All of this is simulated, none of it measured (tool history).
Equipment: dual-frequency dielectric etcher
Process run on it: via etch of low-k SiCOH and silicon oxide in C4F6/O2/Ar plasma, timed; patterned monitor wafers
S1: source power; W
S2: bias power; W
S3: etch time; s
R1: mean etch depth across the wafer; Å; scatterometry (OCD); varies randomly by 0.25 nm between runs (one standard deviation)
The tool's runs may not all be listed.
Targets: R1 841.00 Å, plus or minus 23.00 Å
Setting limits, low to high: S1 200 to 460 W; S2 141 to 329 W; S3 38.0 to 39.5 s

Run 1, day 0.000: S1 330 W, S2 235 W, S3 38.0 s. Result: R1 975.30 Å.
Run 2, day 0.229: S1 330 W, S2 261 W, S3 38.0 s. Result: R1 1020.60 Å.
Run 3, day 0.296: S1 280 W, S2 261 W, S3 38.0 s. Result: R1 920.46 Å.
Run 4, day 0.321: S1 270 W, S2 260 W, S3 38.0 s. Result: R1 898.79 Å.
Run 5, day 0.608: S1 300 W, S2 260 W, S3 38.0 s. Result: R1 960.77 Å.
Run 6, day 0.850: S1 290 W, S2 258 W, S3 38.0 s. Result: R1 937.65 Å.
Run 7, day 1.221: S1 280 W, S2 256 W, S3 38.0 s. Result: R1 920.76 Å.
Run 8, day 1.558: S1 270 W, S2 254 W, S3 38.0 s. Result: R1 887.41 Å.
Run 9, day 1.683: S1 260 W, S2 253 W, S3 38.0 s. Result: R1 865.24 Å.
Run 10, day 1.750: S1 260 W, S2 253 W, S3 38.0 s. Result: R1 865.42 Å.

Consider the 5 candidate settings below. Which is the only one whose results all fall within their allowed miss of target?
Run A, day 1.817: S1 280 W, S2 224 W, S3 39.5 s. Result: R1 ?.
Run B, day 1.817: S1 260 W, S2 243 W, S3 39.5 s. Result: R1 ?.
Run C, day 1.817: S1 240 W, S2 216 W, S3 38.5 s. Result: R1 ?.
Run D, day 1.817: S1 260 W, S2 226 W, S3 38.5 s. Result: R1 ?.
Run E, day 1.817: S1 240 W, S2 241 W, S3 38.0 s. Result: R1 ?.

move      R1
   A  896.50
   B  884.33
   C  772.40
   D  834.63
   E  800.77
A: its largest miss is bigger than the last run's
B: its largest miss is bigger than the last run's
C: carries the result that was furthest off beyond its target, to the other side
D: meets every target
E: carries the result that was furthest off beyond its target, to the other side
Go with D: it meets all targets.

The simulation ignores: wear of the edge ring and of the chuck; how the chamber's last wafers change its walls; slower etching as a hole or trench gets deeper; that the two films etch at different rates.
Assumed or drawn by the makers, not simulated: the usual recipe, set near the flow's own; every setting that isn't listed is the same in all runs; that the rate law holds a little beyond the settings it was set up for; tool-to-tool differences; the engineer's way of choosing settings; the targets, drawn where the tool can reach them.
